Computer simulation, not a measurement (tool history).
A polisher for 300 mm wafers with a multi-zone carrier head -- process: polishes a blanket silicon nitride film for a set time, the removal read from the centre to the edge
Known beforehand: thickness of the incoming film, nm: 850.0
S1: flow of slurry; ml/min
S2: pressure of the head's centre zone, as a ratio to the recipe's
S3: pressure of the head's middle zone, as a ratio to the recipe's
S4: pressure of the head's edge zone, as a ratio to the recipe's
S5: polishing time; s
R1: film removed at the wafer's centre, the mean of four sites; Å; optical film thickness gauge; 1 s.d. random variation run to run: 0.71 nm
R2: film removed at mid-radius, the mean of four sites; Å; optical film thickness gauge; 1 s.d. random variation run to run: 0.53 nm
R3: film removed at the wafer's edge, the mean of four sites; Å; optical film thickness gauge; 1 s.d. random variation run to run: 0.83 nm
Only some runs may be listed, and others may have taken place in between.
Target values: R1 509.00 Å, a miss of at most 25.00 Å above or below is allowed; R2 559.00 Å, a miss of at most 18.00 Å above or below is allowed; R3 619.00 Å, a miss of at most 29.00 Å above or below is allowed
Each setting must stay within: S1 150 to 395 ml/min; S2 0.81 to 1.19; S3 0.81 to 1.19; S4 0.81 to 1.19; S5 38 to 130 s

run    day   S1    S2    S3    S4  S5      R1       R2       R3
  1  0.000  250  1.00  1.00  1.00  84  950.93  1059.00  1046.70
  2  0.221  240  0.97  0.96  0.99  73  810.46   880.14   911.80
  3  0.471  240  0.97  0.96  1.03  73  786.43   883.27   922.97
  4  0.629  235  0.95  0.94  1.01  65  701.05   772.25   819.71
  5  0.900  230  0.92  0.92  0.99  60  614.93   696.66   752.04
  6  1.104  290  0.92  0.92  0.99  60  651.21   710.39   766.64
  7  1.304  290  0.90  0.90  0.96  57  608.54   671.42   713.40
  8  1.600  285  0.89  0.88  0.95  55  569.71   627.68   697.36
  9  1.904  250  0.89  0.86  0.85  49  490.13   544.79   576.57

5 candidate next runs follow, results not yet known. Just one meets every target within its allowed miss. Identify it.
  A  2.208  260  0.81  0.84  0.93  50   ?   ?   ?
  B  2.208  270  0.93  0.88  0.85  47   ?   ?   ?
  C  2.208  195  0.81  0.85  0.95  57   ?   ?   ?
  D  2.208  165  0.81  0.90  0.86  52   ?   ?   ?
  E  2.208  260  0.85  0.81  0.87  52   ?   ?   ?

move      R1      R2      R3
   A  462.70  547.90  613.34
   B  502.80  535.33  554.73
   C  507.46  608.68  688.04
   D  450.56  566.03  588.61
   E  505.28  554.44  618.89
A: corrects the largest miss of the last run, while another result sits out of spec
B: misses by more than the last run did
C: carries the result that was furthest off beyond its target, to the other side
D: misses by more than the last run did
E: in spec on every target
So the answer is move E, the one that meets all the targets.

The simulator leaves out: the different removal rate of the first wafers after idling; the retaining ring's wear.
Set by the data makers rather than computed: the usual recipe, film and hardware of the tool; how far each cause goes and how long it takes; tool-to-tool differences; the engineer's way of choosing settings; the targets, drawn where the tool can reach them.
